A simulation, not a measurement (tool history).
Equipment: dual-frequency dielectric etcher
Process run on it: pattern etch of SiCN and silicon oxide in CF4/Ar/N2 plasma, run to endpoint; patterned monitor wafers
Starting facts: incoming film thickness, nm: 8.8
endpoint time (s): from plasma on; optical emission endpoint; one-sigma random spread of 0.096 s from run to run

run 1 hour=0.0 | source_power_(kW)=0.450 bias_power_(kW)=0.057 Ar_flow_(sccm)=92 CF4_flow_(sccm)=51 | endpoint_time_(s)=11.854
run 2 hour=2.9 | source_power_(kW)=0.410 bias_power_(kW)=0.053 Ar_flow_(sccm)=98 CF4_flow_(sccm)=49 | endpoint_time_(s)=13.762
run 3 hour=4.7 | source_power_(kW)=0.410 bias_power_(kW)=0.053 Ar_flow_(sccm)=82 CF4_flow_(sccm)=49 | endpoint_time_(s)=13.337
run 4 hour=13.1 | source_power_(kW)=0.410 bias_power_(kW)=0.053 Ar_flow_(sccm)=82 CF4_flow_(sccm)=53 | endpoint_time_(s)=13.268
run 5 hour=20.7 | source_power_(kW)=0.440 bias_power_(kW)=0.053 Ar_flow_(sccm)=82 CF4_flow_(sccm)=53 | endpoint_time_(s)=12.269
run 6 hour=27.6 | source_power_(kW)=0.440 bias_power_(kW)=0.053 Ar_flow_(sccm)=82 CF4_flow_(sccm)=59 | endpoint_time_(s)=11.871
run 7 hour=34.5 | source_power_(kW)=0.350 bias_power_(kW)=0.042 Ar_flow_(sccm)=100 CF4_flow_(sccm)=49 | endpoint_time_(s)=17.817

Expected results for the next run?
run 8 hour=41.5 | source_power_(kW)=0.340 bias_power_(kW)=0.042 Ar_flow_(sccm)=100 CF4_flow_(sccm)=49 | endpoint_time_(s)=?

For run 8 the tool returned endpoint time (s) 18.411.
